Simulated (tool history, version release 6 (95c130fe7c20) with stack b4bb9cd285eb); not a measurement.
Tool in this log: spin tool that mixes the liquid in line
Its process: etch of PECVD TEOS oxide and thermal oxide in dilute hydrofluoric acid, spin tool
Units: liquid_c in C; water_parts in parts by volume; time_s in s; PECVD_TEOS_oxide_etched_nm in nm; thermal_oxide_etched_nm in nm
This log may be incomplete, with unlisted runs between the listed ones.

Run 1, day 0: liquid_c 26 C, water_parts 55 parts by volume, time_s 85 s. Result: PECVD_TEOS_oxide_etched_nm 28.334 nm, thermal_oxide_etched_nm 8.8491 nm.
Run 2, day 0.088: liquid_c 25 C, water_parts 60 parts by volume, time_s 85 s. Result: PECVD_TEOS_oxide_etched_nm 24.616 nm, thermal_oxide_etched_nm 7.7486 nm.
Run 3, day 0.371: liquid_c 25 C, water_parts 50 parts by volume, time_s 85 s. Result: PECVD_TEOS_oxide_etched_nm 30.211 nm, thermal_oxide_etched_nm 9.3941 nm.
Run 4, day 0.488: liquid_c 25 C, water_parts 50 parts by volume, time_s 105 s. Result: PECVD_TEOS_oxide_etched_nm 36.998 nm, thermal_oxide_etched_nm 11.524 nm.
Run 5, day 0.642: liquid_c 24 C, water_parts 55 parts by volume, time_s 105 s. Result: PECVD_TEOS_oxide_etched_nm 32.047 nm, thermal_oxide_etched_nm 9.9663 nm.
Run 6, day 0.95: liquid_c 24 C, water_parts 70 parts by volume, time_s 105 s. Result: PECVD_TEOS_oxide_etched_nm 24.842 nm, thermal_oxide_etched_nm 7.9233 nm.
Run 7, day 1.212: liquid_c 23.5 C, water_parts 75 parts by volume, time_s 100 s. Result: PECVD_TEOS_oxide_etched_nm 21.681 nm, thermal_oxide_etched_nm 6.6421 nm.

Run 8 has not been measured yet. What should we expect?
Run 8, day 1.254: liquid_c 23.5 C, water_parts 100 parts by volume, time_s 60 s. Result: PECVD_TEOS_oxide_etched_nm ?, thermal_oxide_etched_nm ?.

{"run 8": {"PECVD_TEOS_oxide_etched_nm": 9.4505, "thermal_oxide_etched_nm": 2.9296}}

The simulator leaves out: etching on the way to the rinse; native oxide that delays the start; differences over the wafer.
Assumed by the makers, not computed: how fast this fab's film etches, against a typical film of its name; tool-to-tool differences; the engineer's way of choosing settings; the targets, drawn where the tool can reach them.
